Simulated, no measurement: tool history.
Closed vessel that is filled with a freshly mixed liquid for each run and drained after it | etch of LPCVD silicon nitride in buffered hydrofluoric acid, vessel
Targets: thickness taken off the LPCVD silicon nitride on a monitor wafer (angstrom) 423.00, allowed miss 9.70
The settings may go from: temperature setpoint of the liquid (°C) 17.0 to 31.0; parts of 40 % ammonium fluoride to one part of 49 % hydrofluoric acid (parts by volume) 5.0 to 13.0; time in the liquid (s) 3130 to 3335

run,hour,temperature setpoint of the liquid (°C),parts of 40 % ammonium fluoride to one part of 49 % hydrofluoric acid (parts by volume),time in the liquid (s),thickness taken off the LPCVD silicon nitride on a monitor wafer (angstrom)
1,0.0,23.0,8.0,3130,547.31
2,7.1,22.0,8.0,3130,515.39
3,12.0,21.0,8.0,3130,483.52
4,18.6,21.0,6.0,3130,647.93
5,20.9,20.0,6.5,3130,578.08
6,24.0,19.5,7.0,3130,513.72
7,30.9,19.0,7.0,3130,509.89
8,32.2,17.0,8.0,3130,394.72
9,36.4,17.5,8.0,3130,403.19

5 next moves are on the table. One of them brings every result within its allowed miss. Which?
A,40.6,17.0,8.0,3175,?
B,40.6,17.0,7.5,3130,?
C,40.6,18.5,9.5,3140,?
D,40.6,20.0,10.5,3280,?
E,40.6,18.5,9.0,3275,?

move,thickness taken off the LPCVD silicon nitride on a monitor wafer (angstrom)
A,397.93
B,420.68
C,364.49
D,382.47
E,393.31
A: further off than the last run
B: meets every target
C: further off than the last run
D: further off than the last run
E: further off than the last run
Move B is the one to make.
